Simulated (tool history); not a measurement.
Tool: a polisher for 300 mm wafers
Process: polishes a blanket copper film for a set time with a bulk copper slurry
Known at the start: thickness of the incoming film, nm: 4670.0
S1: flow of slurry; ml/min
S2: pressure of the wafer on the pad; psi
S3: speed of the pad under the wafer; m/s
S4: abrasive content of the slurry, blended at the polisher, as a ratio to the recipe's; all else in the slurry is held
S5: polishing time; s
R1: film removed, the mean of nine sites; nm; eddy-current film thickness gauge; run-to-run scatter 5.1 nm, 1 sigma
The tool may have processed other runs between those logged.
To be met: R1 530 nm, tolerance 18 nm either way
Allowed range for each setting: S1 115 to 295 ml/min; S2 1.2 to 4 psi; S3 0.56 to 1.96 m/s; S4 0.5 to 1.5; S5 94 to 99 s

run 1 hour=0 | S1=190 S2=2.6 S3=1.26 S4=1 S5=94 | R1=1041.6
run 2 hour=5.9 | S1=190 S2=2.3 S3=1.22 S4=1 S5=94 | R1=931.09
run 3 hour=14.1 | S1=190 S2=2 S3=1.22 S4=1 S5=94 | R1=837.72
run 4 hour=16.4 | S1=190 S2=1.8 S3=1.18 S4=1 S5=94 | R1=783.76
run 5 hour=17.9 | S1=190 S2=1.7 S3=1.12 S4=1 S5=94 | R1=688.86
run 6 hour=22.5 | S1=190 S2=2.1 S3=1.12 S4=1 S5=94 | R1=812.65
run 7 hour=25.4 | S1=190 S2=1.9 S3=1.08 S4=1 S5=94 | R1=742.52
run 8 hour=26.9 | S1=190 S2=1.8 S3=1.06 S4=1 S5=94 | R1=696.15
run 9 hour=35.2 | S1=190 S2=1.7 S3=1.04 S4=1 S5=94 | R1=654.38
run 10 hour=41.8 | S1=190 S2=1.6 S3=1.04 S4=1 S5=94 | R1=627.46
run 11 hour=47.5 | S1=190 S2=1.5 S3=1.04 S4=1 S5=94 | R1=607.36
run 12 hour=54.5 | S1=190 S2=1.4 S3=1.04 S4=1 S5=94 | R1=588.49

Which one of the following 5 next-run settings gets every result inside its allowed miss? There is exactly one.
run A hour=61.5 | S1=210 S2=1.5 S3=0.98 S4=0.9 S5=94 | R1=?
run B hour=61.5 | S1=175 S2=1.6 S3=1.18 S4=0.75 S5=96 | R1=?
run C hour=61.5 | S1=180 S2=1.3 S3=1.28 S4=0.95 S5=94 | R1=?
run D hour=61.5 | S1=175 S2=1.5 S3=1.08 S4=0.65 S5=98 | R1=?
run E hour=61.5 | S1=225 S2=1.3 S3=0.98 S4=0.95 S5=94 | R1=?

move=A R1=564.81
move=B R1=660.18
move=C R1=663.69
move=D R1=569.44
move=E R1=531.47
A: closer than the last run, but not yet in spec
B: the biggest miss grows against the last run
C: the biggest miss grows against the last run
D: closer than the last run, but not yet in spec
E: every result within its allowed miss
Correct choice: E, which meets every target

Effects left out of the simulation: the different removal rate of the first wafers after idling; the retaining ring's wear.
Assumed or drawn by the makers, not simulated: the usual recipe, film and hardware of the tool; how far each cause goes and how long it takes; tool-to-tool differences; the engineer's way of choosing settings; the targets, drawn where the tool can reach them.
